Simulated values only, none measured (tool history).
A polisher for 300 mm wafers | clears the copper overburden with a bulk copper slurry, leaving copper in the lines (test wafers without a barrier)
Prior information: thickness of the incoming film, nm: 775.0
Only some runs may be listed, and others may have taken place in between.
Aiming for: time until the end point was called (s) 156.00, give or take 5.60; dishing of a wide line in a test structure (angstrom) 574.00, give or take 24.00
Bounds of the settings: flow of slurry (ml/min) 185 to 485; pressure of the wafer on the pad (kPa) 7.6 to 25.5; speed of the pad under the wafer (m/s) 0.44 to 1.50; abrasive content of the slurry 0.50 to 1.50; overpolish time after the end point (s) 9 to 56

run	day	flow of slurry (ml/min)	pressure of the wafer on the pad (kPa)	speed of the pad under the wafer (m/s)	abrasive content of the slurry	overpolish time after the end point (s)	time until the end point was called (s)	dishing of a wide line in a test structure (angstrom)
1	0.000	310	16.5	0.96	1.00	29	112.42	909.27
2	0.246	310	16.5	0.96	1.15	29	108.74	912.97
3	0.567	310	15.9	0.96	1.15	28	112.81	860.08
4	0.683	310	15.2	0.96	1.15	27	118.94	819.20
5	0.942	310	15.2	0.76	1.15	27	147.60	701.09
6	1.000	310	15.2	0.76	1.15	26	152.16	696.78
7	1.129	310	15.2	0.76	1.15	25	149.67	671.66
8	1.458	310	15.2	0.76	1.15	25	146.48	682.59
9	1.554	310	15.2	0.76	1.15	24	150.56	665.37
10	1.825	310	15.2	0.76	1.15	23	148.89	634.29

Which one of the following 5 next-run settings gets every result inside its allowed miss? There is exactly one.
A	2.096	305	13.1	0.94	1.15	25	?	?
B	2.096	260	18.6	0.70	1.05	21	?	?
C	2.096	360	17.9	0.70	0.90	18	?	?
D	2.096	320	13.8	0.88	1.15	22	?	?
E	2.096	280	11.7	0.94	1.15	22	?	?

move	time until the end point was called (s)	dishing of a wide line in a test structure (angstrom)
A	141.59	712.75
B	138.46	671.09
C	143.21	579.52
D	143.02	653.54
E	158.90	593.27
A: further off than the last run
B: further off than the last run
C: brings the result that was furthest off to its target, and leaves another outside
D: further off than the last run
E: every result within its allowed miss
Answer: E
